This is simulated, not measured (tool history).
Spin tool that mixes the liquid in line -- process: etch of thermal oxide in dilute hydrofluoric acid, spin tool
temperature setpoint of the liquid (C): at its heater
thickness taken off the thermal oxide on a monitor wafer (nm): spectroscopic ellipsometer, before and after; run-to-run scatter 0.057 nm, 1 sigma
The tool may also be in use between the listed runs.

run	hour	temperature setpoint of the liquid (C)	parts of water to one part of 49 % hydrofluoric acid (parts by volume)	time under the liquid (s)	thickness taken off the thermal oxide on a monitor wafer (nm)
1	0.0	25.0	265	300	4.7124
2	4.5	26.5	260	300	5.1659
3	6.3	23.5	260	300	4.6061
4	7.6	23.5	260	300	4.6028
5	12.7	23.5	260	325	5.0281
6	15.9	23.5	260	300	4.5799
7	24.8	27.5	230	300	6.2206
8	33.0	28.0	230	300	6.2710
9	35.4	28.5	230	300	6.3968
10	37.5	29.0	230	300	6.5133
11	42.6	29.5	230	300	6.6414

Run 12 comes next. What will it give?
12	44.0	30.0	230	300	?

thickness taken off the thermal oxide on a monitor wafer (nm): 6.6880
